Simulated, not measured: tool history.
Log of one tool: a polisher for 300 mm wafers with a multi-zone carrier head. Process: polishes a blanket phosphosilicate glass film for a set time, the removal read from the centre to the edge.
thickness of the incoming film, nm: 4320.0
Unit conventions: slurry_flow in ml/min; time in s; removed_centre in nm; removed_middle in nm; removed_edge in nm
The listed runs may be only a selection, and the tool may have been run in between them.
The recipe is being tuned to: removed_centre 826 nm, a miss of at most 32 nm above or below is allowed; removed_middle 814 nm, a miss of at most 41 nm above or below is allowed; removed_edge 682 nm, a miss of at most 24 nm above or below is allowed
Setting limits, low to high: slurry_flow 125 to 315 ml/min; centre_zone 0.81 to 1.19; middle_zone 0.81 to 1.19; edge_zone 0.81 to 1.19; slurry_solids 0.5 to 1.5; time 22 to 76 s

run,hour,slurry_flow,centre_zone,middle_zone,edge_zone,slurry_solids,time,removed_centre,removed_middle,removed_edge
1,0,205,1,1,1,1,49,601.24,610.51,602.48
2,0.7,205,0.94,1,1,1,49,575.4,611.49,601.42
3,3.1,205,0.94,1,1,0.9,49,535.62,584.09,572.2
4,5.7,245,0.94,1,1,0.9,49,546.81,600.23,573.37
5,7.9,255,1,1.04,0.99,1,49,617.6,637.14,614.43
6,15.4,265,1.03,1.08,0.94,1.05,50,662.26,693.25,633.96
7,23.2,270,1.07,1.11,0.91,1.1,50,711.03,726.87,631.23
8,28,270,1.09,1.13,0.91,1.15,50,747.19,756.72,643.66

Consider the 5 candidate settings below. Which is the only one whose results all fall within their allowed miss of target?
A,32.8,250,1.11,1.03,1.01,1.1,53,?,?,?
B,32.8,310,1.12,1.13,0.89,1.25,51,?,?,?
C,32.8,270,0.95,1.13,0.92,1.1,56,?,?,?
D,32.8,260,1.02,1.01,0.97,1,54,?,?,?
E,32.8,255,1.16,0.99,0.93,1.3,50,?,?,?

move,removed_centre,removed_middle,removed_edge
A,780.13,719.05,704.81
B,820.73,809.13,686.13
C,711.01,829.26,715.51
D,699.79,690.93,674.52
E,829.92,707.58,689.72
A: nearer the targets than the last run, but a result is still out of spec
B: in spec on every target
C: lands further from the targets than the last run did
D: lands further from the targets than the last run did
E: puts the biggest miss on target and leaves a different result outside tolerance
Go with B: it meets all targets.
